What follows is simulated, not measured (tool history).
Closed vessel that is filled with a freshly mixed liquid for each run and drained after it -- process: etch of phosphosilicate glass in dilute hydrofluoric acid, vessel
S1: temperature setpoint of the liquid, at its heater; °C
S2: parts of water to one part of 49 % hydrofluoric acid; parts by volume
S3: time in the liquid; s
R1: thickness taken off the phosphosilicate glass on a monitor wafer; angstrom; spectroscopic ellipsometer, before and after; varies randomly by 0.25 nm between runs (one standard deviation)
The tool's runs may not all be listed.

run	hour	S1	S2	S3	R1
1	0	26	210	30	176.15
2	4.7	22.5	210	30	156.64
3	5.9	22.5	175	30	193.76
4	12.6	22.5	175	30	193.59
5	15.8	25	165	30	228.58
6	18	25	165	30	227.99
7	26.8	27	155	30	263.77

For run 8, what comes out?
8	31.6	31	130	30	?

Run 8 came out at R1 376.99 angstrom.

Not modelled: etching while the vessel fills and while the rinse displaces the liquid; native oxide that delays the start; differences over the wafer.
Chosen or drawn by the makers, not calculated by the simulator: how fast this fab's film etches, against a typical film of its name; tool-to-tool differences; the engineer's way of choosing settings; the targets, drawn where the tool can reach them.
